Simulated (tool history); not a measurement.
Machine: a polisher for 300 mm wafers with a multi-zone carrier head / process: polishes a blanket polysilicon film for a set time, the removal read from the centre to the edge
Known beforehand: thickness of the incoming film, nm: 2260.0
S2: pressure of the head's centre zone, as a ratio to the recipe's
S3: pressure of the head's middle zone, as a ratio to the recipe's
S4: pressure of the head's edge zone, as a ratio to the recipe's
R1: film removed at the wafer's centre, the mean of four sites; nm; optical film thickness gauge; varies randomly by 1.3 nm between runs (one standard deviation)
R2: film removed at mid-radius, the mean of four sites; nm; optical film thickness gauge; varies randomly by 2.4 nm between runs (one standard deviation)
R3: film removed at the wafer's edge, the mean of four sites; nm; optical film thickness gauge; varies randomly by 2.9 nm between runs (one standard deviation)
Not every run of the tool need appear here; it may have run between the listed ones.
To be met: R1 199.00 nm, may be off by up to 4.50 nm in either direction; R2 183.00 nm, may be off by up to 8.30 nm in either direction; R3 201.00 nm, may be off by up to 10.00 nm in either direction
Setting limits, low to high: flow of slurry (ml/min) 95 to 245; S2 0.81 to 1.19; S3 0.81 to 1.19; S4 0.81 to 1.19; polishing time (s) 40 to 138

{"run": 1, "day": 0.0, "flow of slurry (ml/min)": 155, "S2": 1.0, "S3": 1.0, "S4": 1.0, "polishing time (s)": 88, "R1": 368.71, "R2": 364.51, "R3": 362.12}
{"run": 2, "day": 0.2, "flow of slurry (ml/min)": 145, "S2": 0.98, "S3": 0.95, "S4": 0.97, "polishing time (s)": 76, "R1": 304.03, "R2": 291.93, "R3": 299.74}
{"run": 3, "day": 0.304, "flow of slurry (ml/min)": 145, "S2": 1.03, "S3": 0.95, "S4": 0.97, "polishing time (s)": 76, "R1": 323.2, "R2": 294.64, "R3": 296.06}
{"run": 4, "day": 0.554, "flow of slurry (ml/min)": 145, "S2": 1.03, "S3": 0.88, "S4": 0.97, "polishing time (s)": 76, "R1": 317.54, "R2": 278.23, "R3": 295.69}
{"run": 5, "day": 0.596, "flow of slurry (ml/min)": 135, "S2": 1.0, "S3": 0.86, "S4": 0.94, "polishing time (s)": 69, "R1": 275.51, "R2": 239.07, "R3": 266.88}
{"run": 6, "day": 0.717, "flow of slurry (ml/min)": 135, "S2": 1.0, "S3": 0.81, "S4": 0.94, "polishing time (s)": 69, "R1": 276.27, "R2": 230.2, "R3": 262.47}
{"run": 7, "day": 0.771, "flow of slurry (ml/min)": 135, "S2": 0.97, "S3": 0.82, "S4": 0.91, "polishing time (s)": 64, "R1": 250.52, "R2": 220.46, "R3": 246.36}
{"run": 8, "day": 1.046, "flow of slurry (ml/min)": 135, "S2": 0.97, "S3": 0.82, "S4": 0.91, "polishing time (s)": 64, "R1": 247.46, "R2": 222.31, "R3": 246.41}
{"run": 9, "day": 1.208, "flow of slurry (ml/min)": 115, "S2": 0.94, "S3": 0.81, "S4": 0.86, "polishing time (s)": 47, "R1": 168.84, "R2": 151.79, "R3": 167.27}
{"run": 10, "day": 1.558, "flow of slurry (ml/min)": 130, "S2": 0.94, "S3": 0.81, "S4": 0.87, "polishing time (s)": 47, "R1": 177.73, "R2": 154.68, "R3": 175.32}
{"run": 11, "day": 1.679, "flow of slurry (ml/min)": 140, "S2": 0.94, "S3": 0.84, "S4": 0.89, "polishing time (s)": 47, "R1": 180.78, "R2": 162.89, "R3": 180.33}
{"run": 12, "day": 1.871, "flow of slurry (ml/min)": 150, "S2": 0.94, "S3": 0.85, "S4": 0.9, "polishing time (s)": 47, "R1": 181.38, "R2": 165.64, "R3": 180.22}
{"run": 13, "day": 1.925, "flow of slurry (ml/min)": 165, "S2": 0.94, "S3": 0.85, "S4": 0.92, "polishing time (s)": 47, "R1": 186.0, "R2": 169.37, "R3": 184.02}
{"run": 14, "day": 1.983, "flow of slurry (ml/min)": 175, "S2": 0.94, "S3": 0.85, "S4": 0.95, "polishing time (s)": 47, "R1": 189.93, "R2": 175.83, "R3": 187.94}

Which one of the following 5 next-run settings gets every result inside its allowed miss? There is exactly one.
{"run": "A", "day": 2.042, "flow of slurry (ml/min)": 245, "S2": 1.07, "S3": 0.99, "S4": 0.81, "polishing time (s)": 43, "R1": "?", "R2": "?", "R3": "?"}
{"run": "B", "day": 2.042, "flow of slurry (ml/min)": 95, "S2": 0.97, "S3": 0.81, "S4": 1.09, "polishing time (s)": 57, "R1": "?", "R2": "?", "R3": "?"}
{"run": "C", "day": 2.042, "flow of slurry (ml/min)": 195, "S2": 0.98, "S3": 0.81, "S4": 0.94, "polishing time (s)": 49, "R1": "?", "R2": "?", "R3": "?"}
{"run": "D", "day": 2.042, "flow of slurry (ml/min)": 150, "S2": 0.95, "S3": 0.87, "S4": 0.98, "polishing time (s)": 51, "R1": "?", "R2": "?", "R3": "?"}
{"run": "E", "day": 2.042, "flow of slurry (ml/min)": 220, "S2": 0.96, "S3": 0.98, "S4": 0.96, "polishing time (s)": 41, "R1": "?", "R2": "?", "R3": "?"}

move=A R1=208.75 R2=188.55 R3=165.32
move=B R1=198.54 R2=171.84 R3=217.79
move=C R1=210.69 R2=176.31 R3=197.24
move=D R1=201.75 R2=185.47 R3=201.99
move=E R1=176.47 R2=175.84 R3=168.52
A: pushes the last run's worst result past its target
B: corrects the largest miss of the last run, while another result sits out of spec
C: pushes the last run's worst result past its target
D: in spec on every target
E: the biggest miss grows against the last run
Answer: D

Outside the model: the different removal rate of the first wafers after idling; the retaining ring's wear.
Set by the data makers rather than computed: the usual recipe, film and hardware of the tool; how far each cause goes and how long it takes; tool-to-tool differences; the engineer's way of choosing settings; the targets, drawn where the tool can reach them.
